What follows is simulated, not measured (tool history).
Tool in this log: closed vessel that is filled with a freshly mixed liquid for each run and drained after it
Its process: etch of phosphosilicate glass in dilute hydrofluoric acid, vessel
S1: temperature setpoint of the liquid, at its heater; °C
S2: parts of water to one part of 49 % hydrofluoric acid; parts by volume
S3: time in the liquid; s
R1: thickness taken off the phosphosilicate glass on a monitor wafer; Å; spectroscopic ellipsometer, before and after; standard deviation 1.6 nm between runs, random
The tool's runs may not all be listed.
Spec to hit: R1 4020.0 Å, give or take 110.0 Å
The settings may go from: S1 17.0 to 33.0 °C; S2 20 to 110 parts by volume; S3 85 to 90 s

run  hour    S1  S2  S3      R1
  1   0.0  25.0  60  85  1527.9
  2   4.4  27.5  60  85  1697.9
  3   7.1  27.5  40  85  2618.9
  4  15.2  27.5  40  90  2771.9
  5  22.6  27.5  50  90  2179.7
  6  29.6  29.0  45  90  2592.0
  7  38.8  33.0  30  90  4676.9
  8  46.0  33.0  30  90  4642.2

Which one of the following 4 next-run settings gets every result inside its allowed miss? There is exactly one.
  A  53.2  32.0  35  90   ?
  B  53.2  33.0  35  85   ?
  C  53.2  32.5  30  85   ?
  D  53.2  29.5  30  90   ?

move      R1
   A  3805.5
   B  3737.3
   C  4312.1
   D  4052.7
A: pushes the last run's worst result past its target
B: pushes the last run's worst result past its target
C: closer than the last run, but not yet in spec
D: every result lands within tolerance
Move D is the one to make.
